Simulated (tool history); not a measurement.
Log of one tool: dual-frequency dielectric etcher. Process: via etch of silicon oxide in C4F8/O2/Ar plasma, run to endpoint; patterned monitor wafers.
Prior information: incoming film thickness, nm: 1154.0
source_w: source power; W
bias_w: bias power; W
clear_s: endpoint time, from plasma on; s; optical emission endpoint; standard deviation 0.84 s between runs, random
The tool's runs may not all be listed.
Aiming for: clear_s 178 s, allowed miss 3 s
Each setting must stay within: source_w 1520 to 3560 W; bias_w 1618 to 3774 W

run	hour	source_w	bias_w	clear_s
1	0	2540	2696	213.26
2	5.9	2230	2696	228.41
3	14.3	1890	2696	246.23
4	22	2060	2717	234.82
5	30.7	1850	2717	248.19
6	38.1	1850	2547	253.94
7	38.9	2030	2565	240.32
8	45.8	2180	2588	230.37
9	54.5	2310	2608	226.81
10	62	2440	2624	218.27
11	65.3	2540	2638	216.05
12	66.5	2650	2653	208.9

4 candidate next runs follow, results not yet known. Just one meets every target within its allowed miss. Identify it.
A	67.7	3560	3229	?
B	67.7	1730	2216	?
C	67.7	3410	2676	?
D	67.7	3270	3186	?

move	clear_s
A	172.79
B	279
C	187.99
D	180.35
A: carries the result that was furthest off beyond its target, to the other side
B: lands further from the targets than the last run did
C: nearer than the last run, and not there yet
D: all results land within tolerance of their targets
So the answer is move D, the one that meets all the targets.
